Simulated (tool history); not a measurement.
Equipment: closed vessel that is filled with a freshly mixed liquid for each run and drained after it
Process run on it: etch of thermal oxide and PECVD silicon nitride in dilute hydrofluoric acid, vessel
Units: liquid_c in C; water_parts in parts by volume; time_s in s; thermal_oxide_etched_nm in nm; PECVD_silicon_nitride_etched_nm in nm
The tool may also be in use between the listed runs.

run  hour  liquid_c  water_parts  time_s  thermal_oxide_etched_nm  PECVD_silicon_nitride_etched_nm
  1     0        25          295     395                   6.5877                           4.6908
  2   8.2        24          350     405                   5.2091                           3.7883
  3  15.2      23.5          390     405                    4.421                           3.3228
  4  23.3      23.5          500     405                   3.1464                           2.5696
  5  28.2        23          510     390                   2.8669                           2.3799
  6  35.1        23          510     505                   3.7488                           3.0621
  7  41.9      22.5          515     470                   3.3668                           2.7544
  8  42.5        21          535     320                   2.0761                            1.675

For run 9, what comes out?
       44  -- thermometer replaced
  9    44        22          525     315                        ?                                ?

Run 9 measured thermal_oxide_etched_nm 2.0128 nm, PECVD_silicon_nitride_etched_nm 1.5604 nm.
